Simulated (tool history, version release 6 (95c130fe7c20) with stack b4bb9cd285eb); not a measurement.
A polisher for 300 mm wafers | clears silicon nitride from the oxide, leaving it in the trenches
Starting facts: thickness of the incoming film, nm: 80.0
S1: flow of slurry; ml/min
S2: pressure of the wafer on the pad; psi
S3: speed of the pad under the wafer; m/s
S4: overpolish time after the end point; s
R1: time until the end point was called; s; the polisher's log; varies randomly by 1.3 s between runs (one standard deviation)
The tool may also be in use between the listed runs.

run	hour	S1	S2	S3	S4	R1
1	0.0	255	1.8	1.00	46	134.43
2	1.4	255	1.5	1.00	46	159.03
3	7.4	255	1.8	1.02	46	132.62
4	8.7	255	1.8	1.02	49	132.50
5	9.4	255	1.8	1.26	49	110.52
6	15.1	255	1.8	1.12	49	121.39

Run 7 has not been measured yet. What should we expect?
7	21.0	255	1.8	1.12	49	?

R1: 118.79 s
